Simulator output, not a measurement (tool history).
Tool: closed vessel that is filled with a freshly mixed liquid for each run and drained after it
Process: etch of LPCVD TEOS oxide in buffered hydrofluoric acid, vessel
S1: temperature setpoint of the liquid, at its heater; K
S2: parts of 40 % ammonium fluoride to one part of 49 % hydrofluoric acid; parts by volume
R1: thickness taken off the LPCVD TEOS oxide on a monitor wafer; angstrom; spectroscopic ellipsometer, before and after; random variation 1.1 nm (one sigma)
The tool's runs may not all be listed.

Run 1, hour 0.0: S1 298.15 K, S2 17.5 parts by volume, time in the liquid (s) 105. Result: R1 2712.7 angstrom.
Run 2, hour 4.1: S1 295.65 K, S2 18.0 parts by volume, time in the liquid (s) 105. Result: R1 2314.4 angstrom.
Run 3, hour 6.0: S1 293.65 K, S2 18.0 parts by volume, time in the liquid (s) 105. Result: R1 2084.8 angstrom.
Run 4, hour 6.8: S1 292.65 K, S2 18.5 parts by volume, time in the liquid (s) 105. Result: R1 1882.6 angstrom.
Run 5, hour 14.2: S1 292.65 K, S2 23.5 parts by volume, time in the liquid (s) 105. Result: R1 1571.0 angstrom.
Run 6, hour 16.8: S1 292.65 K, S2 26.5 parts by volume, time in the liquid (s) 105. Result: R1 1431.2 angstrom.
Run 7, hour 23.3: S1 292.65 K, S2 26.5 parts by volume, time in the liquid (s) 105. Result: R1 1436.3 angstrom.
Run 8, hour 27.0: S1 293.65 K, S2 26.5 parts by volume, time in the liquid (s) 105. Result: R1 1527.7 angstrom.

The next listed run, before its measurement:
Run 9, hour 31.7: S1 294.15 K, S2 26.5 parts by volume, time in the liquid (s) 105. Result: R1 ?.

{"run 9": {"R1": 1555.7}}

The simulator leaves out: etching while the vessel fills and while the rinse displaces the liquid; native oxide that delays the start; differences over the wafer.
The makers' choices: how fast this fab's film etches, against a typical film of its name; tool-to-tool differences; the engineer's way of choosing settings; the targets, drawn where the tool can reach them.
